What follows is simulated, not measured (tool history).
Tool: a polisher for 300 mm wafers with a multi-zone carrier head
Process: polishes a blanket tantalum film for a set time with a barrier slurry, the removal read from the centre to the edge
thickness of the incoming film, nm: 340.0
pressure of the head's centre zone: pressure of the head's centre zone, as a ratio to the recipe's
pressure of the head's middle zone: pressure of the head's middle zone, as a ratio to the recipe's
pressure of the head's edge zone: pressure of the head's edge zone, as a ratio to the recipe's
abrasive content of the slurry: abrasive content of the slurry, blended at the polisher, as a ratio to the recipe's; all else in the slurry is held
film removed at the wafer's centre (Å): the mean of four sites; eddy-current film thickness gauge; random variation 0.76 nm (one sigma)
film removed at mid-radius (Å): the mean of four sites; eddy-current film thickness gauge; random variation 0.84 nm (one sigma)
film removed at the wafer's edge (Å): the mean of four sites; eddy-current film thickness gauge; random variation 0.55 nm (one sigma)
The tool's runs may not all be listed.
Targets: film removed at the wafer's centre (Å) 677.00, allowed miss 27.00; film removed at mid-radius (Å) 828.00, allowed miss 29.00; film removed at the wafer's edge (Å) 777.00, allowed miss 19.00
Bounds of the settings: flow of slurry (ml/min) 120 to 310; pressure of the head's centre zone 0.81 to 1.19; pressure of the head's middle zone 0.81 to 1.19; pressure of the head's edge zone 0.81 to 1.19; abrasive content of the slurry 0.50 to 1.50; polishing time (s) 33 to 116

run,hour,flow of slurry (ml/min),pressure of the head's centre zone,pressure of the head's middle zone,pressure of the head's edge zone,abrasive content of the slurry,polishing time (s),film removed at the wafer's centre (Å),film removed at mid-radius (Å),film removed at the wafer's edge (Å)
1,0.0,200,1.00,1.00,1.00,1.00,74,995.84,1020.90,987.82
2,7.9,200,1.03,1.00,1.00,1.00,74,1032.80,1018.70,976.34
3,10.1,180,1.03,1.00,1.00,1.00,74,1003.90,1000.40,969.53
4,15.8,205,1.03,1.00,1.00,1.00,74,1028.80,1009.00,981.17
5,24.1,190,0.97,0.98,0.96,0.85,73,882.74,942.54,907.27
6,29.4,190,0.97,0.98,0.96,0.85,90,1107.80,1138.00,1109.90
7,35.9,190,0.97,0.98,0.96,0.85,90,1115.20,1167.00,1113.60
8,41.4,190,0.97,0.98,0.96,0.85,90,1124.20,1164.20,1123.70
9,49.0,180,0.93,0.97,0.93,0.75,85,954.01,1043.50,1004.00
10,55.9,175,0.91,0.96,0.90,0.65,81,875.32,941.09,906.49
11,59.7,175,0.91,0.96,0.90,0.65,81,850.33,944.22,910.71
12,61.4,170,0.89,0.96,0.88,0.60,79,807.99,900.77,854.33
13,62.6,160,0.86,0.96,0.87,0.55,78,737.19,856.47,816.47
14,65.1,150,0.85,0.96,0.86,0.55,78,719.80,842.86,795.53

5 next moves are on the table. One of them brings every result within its allowed miss. Which?
A,67.6,140,0.81,0.90,0.87,0.55,73,?,?,?
B,67.6,145,0.86,1.14,0.81,0.80,66,?,?,?
C,67.6,155,0.86,0.93,0.86,0.50,74,?,?,?
D,67.6,150,0.88,0.90,0.81,0.50,85,?,?,?
E,67.6,120,0.87,1.04,0.92,0.55,77,?,?,?

move,film removed at the wafer's centre (Å),film removed at mid-radius (Å),film removed at the wafer's edge (Å)
A,627.14,735.09,746.26
B,674.63,873.06,728.69
C,674.82,758.36,744.70
D,786.74,846.15,830.94
E,678.57,819.68,781.27
A: takes the result that was furthest off past its target
B: brings the result that was furthest off to its target, and leaves another outside
C: brings the result that was furthest off to its target, and leaves another outside
D: further off than the last run
E: meets every target
Answer: E

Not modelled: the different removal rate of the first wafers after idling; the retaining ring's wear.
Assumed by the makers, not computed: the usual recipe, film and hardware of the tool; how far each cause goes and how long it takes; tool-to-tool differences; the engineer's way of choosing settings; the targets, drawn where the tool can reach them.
